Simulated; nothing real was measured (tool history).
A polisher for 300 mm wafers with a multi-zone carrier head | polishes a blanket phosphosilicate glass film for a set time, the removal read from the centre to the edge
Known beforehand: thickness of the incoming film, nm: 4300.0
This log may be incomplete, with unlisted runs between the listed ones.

run,day,flow of slurry (ml/min),pressure of the head's centre zone,pressure of the head's middle zone,pressure of the head's edge zone,abrasive content of the slurry,polishing time (s),film removed at the wafer's centre (angstrom),film removed at mid-radius (angstrom),film removed at the wafer's edge (angstrom)
1,0.000,300,1.00,1.00,1.00,1.00,74,8149.4,8134.5,7909.3
2,0.288,300,1.00,1.00,1.00,0.80,74,6669.3,6765.4,6668.9
3,0.458,300,1.00,1.00,1.00,0.95,74,7874.0,7939.5,7631.7
4,0.779,295,0.99,0.98,0.97,0.85,74,7036.0,6954.1,6924.5
5,0.817,295,1.06,0.98,0.97,0.85,74,7634.7,6964.2,6886.3
6,0.950,295,1.06,0.98,0.91,0.85,74,7504.2,7100.6,6745.9
7,1.267,265,0.96,0.88,0.87,0.60,63,3782.5,3599.7,3775.5
8,1.467,350,1.03,0.98,0.97,0.50,62,2985.6,2917.7,2830.2
# day 1.508: edge zone pressure recalibrated
9,1.508,315,1.03,0.99,0.99,0.55,62,3508.6,3464.4,3319.3
10,1.846,290,1.02,0.99,1.02,0.55,62,3463.0,3491.2,3369.8
11,2.133,270,1.01,0.98,1.03,0.60,62,3967.6,3916.7,3844.1
12,2.362,185,0.95,1.00,1.12,0.70,62,4403.7,4623.0,4696.0

Run 13 has not been measured yet. What should we expect?
13,2.542,185,1.02,1.04,1.19,0.75,62,?,?,?

Run 13 gave film removed at the wafer's centre (angstrom) 4969.6, film removed at mid-radius (angstrom) 5047.7, film removed at the wafer's edge (angstrom) 5163.1.
